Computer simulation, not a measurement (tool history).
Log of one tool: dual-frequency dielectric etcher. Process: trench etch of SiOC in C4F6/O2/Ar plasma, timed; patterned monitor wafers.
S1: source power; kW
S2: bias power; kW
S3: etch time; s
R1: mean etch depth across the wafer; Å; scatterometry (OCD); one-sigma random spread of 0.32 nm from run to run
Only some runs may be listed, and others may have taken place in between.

Run 1, hour 0.0: S1 0.290 kW, S2 0.241 kW, S3 25 s. Result: R1 490.48 Å.
Run 2, hour 5.5: S1 0.250 kW, S2 0.241 kW, S3 25 s. Result: R1 445.66 Å.
Run 3, hour 8.9: S1 0.210 kW, S2 0.241 kW, S3 25 s. Result: R1 402.49 Å.
Run 4, hour 12.9: S1 0.210 kW, S2 0.241 kW, S3 26 s. Result: R1 417.15 Å.
Run 5, hour 18.2: S1 0.220 kW, S2 0.242 kW, S3 26 s. Result: R1 430.85 Å.
Run 6, hour 25.2: S1 0.230 kW, S2 0.243 kW, S3 26 s. Result: R1 440.28 Å.
Run 7, hour 28.9: S1 0.240 kW, S2 0.244 kW, S3 26 s. Result: R1 457.72 Å.
Run 8, hour 34.7: S1 0.250 kW, S2 0.245 kW, S3 26 s. Result: R1 463.24 Å.
Run 9, hour 43.1: S1 0.250 kW, S2 0.245 kW, S3 26 s. Result: R1 465.76 Å.

What will run 10 give?
Run 10, hour 47.6: S1 0.260 kW, S2 0.246 kW, S3 26 s. Result: R1 ?.

{"run 10": {"R1": 482.69}}

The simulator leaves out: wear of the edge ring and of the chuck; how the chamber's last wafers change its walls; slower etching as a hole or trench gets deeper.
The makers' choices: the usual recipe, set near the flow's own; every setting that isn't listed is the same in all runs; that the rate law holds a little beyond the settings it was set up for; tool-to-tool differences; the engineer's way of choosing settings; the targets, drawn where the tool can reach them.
